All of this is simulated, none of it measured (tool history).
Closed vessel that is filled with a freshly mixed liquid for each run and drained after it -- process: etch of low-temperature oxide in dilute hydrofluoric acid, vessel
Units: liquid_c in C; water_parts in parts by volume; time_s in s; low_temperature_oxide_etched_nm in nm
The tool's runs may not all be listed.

| run | hour | liquid_c | water_parts | time_s | low_temperature_oxide_etched_nm |
|---|---|---|---|---|---|
| 1 | 0 | 25 | 75 | 190 | 29.14 |
| 2 | 6.2 | 25 | 100 | 190 | 20.528 |
| 3 | 7.8 | 27.5 | 80 | 190 | 29.281 |
| 4 | 12 | 29 | 65 | 190 | 39.277 |
| 5 | 20.2 | 27.5 | 65 | 190 | 36.896 |
|  | 24.9 | thermometer replaced |
| 6 | 24.9 | 27.5 | 50 | 190 | 46.715 |

The next listed run, before its measurement:
| 7 | 32.9 | 31.5 | 40 | 190 | ? |

low_temperature_oxide_etched_nm: 69.476 nm
